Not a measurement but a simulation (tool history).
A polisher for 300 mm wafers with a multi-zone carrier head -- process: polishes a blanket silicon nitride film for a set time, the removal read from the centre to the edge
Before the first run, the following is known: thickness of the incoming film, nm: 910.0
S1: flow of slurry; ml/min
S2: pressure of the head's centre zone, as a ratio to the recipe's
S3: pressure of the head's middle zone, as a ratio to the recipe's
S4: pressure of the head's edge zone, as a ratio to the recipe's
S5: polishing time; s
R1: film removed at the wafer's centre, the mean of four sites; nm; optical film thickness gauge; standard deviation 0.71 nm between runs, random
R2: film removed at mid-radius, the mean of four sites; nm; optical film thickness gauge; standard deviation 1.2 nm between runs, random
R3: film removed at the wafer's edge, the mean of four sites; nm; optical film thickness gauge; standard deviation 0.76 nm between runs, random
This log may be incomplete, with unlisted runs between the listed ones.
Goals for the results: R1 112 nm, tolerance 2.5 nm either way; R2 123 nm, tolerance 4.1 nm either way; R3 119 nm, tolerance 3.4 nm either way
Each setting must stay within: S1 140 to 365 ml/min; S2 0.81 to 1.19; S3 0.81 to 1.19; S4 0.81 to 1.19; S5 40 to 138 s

Run 1, hour 0: S1 235 ml/min, S2 1, S3 1, S4 1, S5 88 s. Result: R1 173.92 nm, R2 169.69 nm, R3 171.8 nm.
Run 2, hour 2.5: S1 290 ml/min, S2 1, S3 1, S4 1, S5 88 s. Result: R1 176.7 nm, R2 169.54 nm, R3 174.14 nm.
Run 3, hour 5: S1 285 ml/min, S2 0.96, S3 0.99, S4 0.96, S5 82 s. Result: R1 158.05 nm, R2 156.53 nm, R3 160.55 nm.
Run 4, hour 6.9: S1 275 ml/min, S2 0.94, S3 0.99, S4 0.92, S5 77 s. Result: R1 146.75 nm, R2 145.09 nm, R3 147.67 nm.
Run 5, hour 15.4: S1 245 ml/min, S2 0.94, S3 0.99, S4 0.92, S5 77 s. Result: R1 142.54 nm, R2 145.29 nm, R3 144.86 nm.
Run 6, hour 15.9: S1 230 ml/min, S2 0.92, S3 0.98, S4 0.89, S5 75 s. Result: R1 135.29 nm, R2 139.64 nm, R3 140.66 nm.
Run 7, hour 21.6: S1 225 ml/min, S2 0.91, S3 0.99, S4 0.87, S5 72 s. Result: R1 130.52 nm, R2 137.02 nm, R3 132.1 nm.
Run 8, hour 28.6: S1 225 ml/min, S2 0.91, S3 0.99, S4 0.87, S5 72 s. Result: R1 128.39 nm, R2 134.04 nm, R3 130.25 nm.
Run 9, hour 36.4: S1 180 ml/min, S2 0.83, S3 0.96, S4 0.81, S5 67 s. Result: R1 106.5 nm, R2 119.45 nm, R3 118.57 nm.
Run 10, hour 38.1: S1 190 ml/min, S2 0.84, S3 0.97, S4 0.81, S5 67 s. Result: R1 108.81 nm, R2 121.32 nm, R3 118.67 nm.

Which single option among these 5 for the next run brings every result within its allowed miss of target? Just one does.
Run A, hour 39.8: S1 240 ml/min, S2 0.88, S3 0.97, S4 0.83, S5 67 s. Result: R1 ?, R2 ?, R3 ?.
Run B, hour 39.8: S1 145 ml/min, S2 0.86, S3 0.97, S4 0.81, S5 69 s. Result: R1 ?, R2 ?, R3 ?.
Run C, hour 39.8: S1 185 ml/min, S2 0.85, S3 1, S4 0.81, S5 65 s. Result: R1 ?, R2 ?, R3 ?.
Run D, hour 39.8: S1 170 ml/min, S2 0.83, S3 1.05, S4 0.81, S5 68 s. Result: R1 ?, R2 ?, R3 ?.
Run E, hour 39.8: S1 160 ml/min, S2 0.81, S3 0.95, S4 0.84, S5 70 s. Result: R1 ?, R2 ?, R3 ?.

move      R1      R2      R3
   A  116.16  123.92  120.45
   B  110.78  121.63  118.53
   C  105.98  120.17  113.62
   D  107.28  129.49  118.07
   E  106.96   122.7  122.94
A: moves the result that the last run missed by most past its target, out the other side
B: all results in spec
C: misses by more than the last run did
D: misses by more than the last run did
E: misses by more than the last run did
So the answer is move B, the one that meets all the targets.

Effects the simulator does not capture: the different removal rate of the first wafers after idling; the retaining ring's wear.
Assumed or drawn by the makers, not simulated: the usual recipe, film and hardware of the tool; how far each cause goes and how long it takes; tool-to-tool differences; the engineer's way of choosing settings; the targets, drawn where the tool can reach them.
